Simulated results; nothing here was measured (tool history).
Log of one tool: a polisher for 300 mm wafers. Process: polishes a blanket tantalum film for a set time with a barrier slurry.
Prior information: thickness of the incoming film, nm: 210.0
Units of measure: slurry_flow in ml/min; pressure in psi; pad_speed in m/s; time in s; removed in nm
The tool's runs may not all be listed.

run  hour  slurry_flow  pressure  pad_speed  slurry_solids  time  removed
  1     0          315       2.2        0.9              1    32   50.233
  2   5.2          315       2.2        0.9              1    29   45.693
  3  14.2          255       2.2        0.9              1    29   44.784
  4  15.4          255       2.2        0.9              1    29   44.779
  5  21.3          255       2.2        0.8              1    29   40.582
  6  29.3          255       2.2        0.8              1    29   40.642
  7  30.6          250       2.1        0.8              1    29   39.573

What does the tool deliver on the next run?
  8  32.4          250         2        0.8              1    29        ?

{"run 8": {"removed": 38.798}}

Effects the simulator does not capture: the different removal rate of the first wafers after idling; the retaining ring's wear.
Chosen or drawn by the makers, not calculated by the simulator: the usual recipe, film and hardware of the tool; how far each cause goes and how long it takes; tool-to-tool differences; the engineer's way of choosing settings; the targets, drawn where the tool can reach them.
